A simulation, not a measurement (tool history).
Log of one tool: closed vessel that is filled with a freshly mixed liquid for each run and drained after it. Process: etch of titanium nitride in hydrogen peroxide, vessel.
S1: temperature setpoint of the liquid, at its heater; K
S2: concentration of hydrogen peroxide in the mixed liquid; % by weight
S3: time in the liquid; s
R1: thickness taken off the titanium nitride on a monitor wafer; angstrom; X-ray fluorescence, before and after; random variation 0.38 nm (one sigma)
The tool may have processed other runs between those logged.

run  hour      S1    S2   S3      R1
  1   0.0  326.15  24.5  400  299.47
  2   7.6  326.15  24.5  425  319.08
  3  12.1  326.15  29.5  425  325.47
  4  17.5  326.15  29.5  400  308.76
  5  21.4  322.15  29.5  400  231.22
  6  28.9  326.15  29.5  400  309.25
  7  29.9  328.65  29.5  400  368.47
  8  36.2  330.65  29.5  400  419.78

What does the tool deliver on the next run?
  9  39.5  332.15  29.5  400   ?

R1: 462.00 angstrom

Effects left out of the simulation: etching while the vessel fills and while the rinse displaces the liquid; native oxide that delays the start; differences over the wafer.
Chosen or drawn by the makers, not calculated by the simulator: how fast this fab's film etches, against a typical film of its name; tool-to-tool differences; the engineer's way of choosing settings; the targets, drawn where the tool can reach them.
